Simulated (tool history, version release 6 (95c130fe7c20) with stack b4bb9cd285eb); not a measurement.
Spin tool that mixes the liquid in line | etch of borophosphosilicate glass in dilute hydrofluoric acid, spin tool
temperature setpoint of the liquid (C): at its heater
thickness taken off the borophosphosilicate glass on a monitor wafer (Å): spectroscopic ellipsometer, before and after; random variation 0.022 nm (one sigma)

run  hour  temperature setpoint of the liquid (C)  parts of water to one part of 49 % hydrofluoric acid (parts by volume)  time under the liquid (s)  thickness taken off the borophosphosilicate glass on a monitor wafer (Å)
  1   0.0                                    25.0                                                                     140                         40                                                                   118.270
  2   5.1                                    25.0                                                                     140                         30                                                                    89.206
  3   6.3                                    25.0                                                                     120                         30                                                                   106.880
  4  13.7                                    23.5                                                                     130                         30                                                                    91.708
  5  17.9                                    25.5                                                                     130                         30                                                                    99.179
  6  25.3                                    25.5                                                                     170                         30                                                                    71.928

The next listed run, before its measurement:
  7  27.5                                    24.5                                                                     170                         30                                                                         ?

thickness taken off the borophosphosilicate glass on a monitor wafer (Å): 69.030
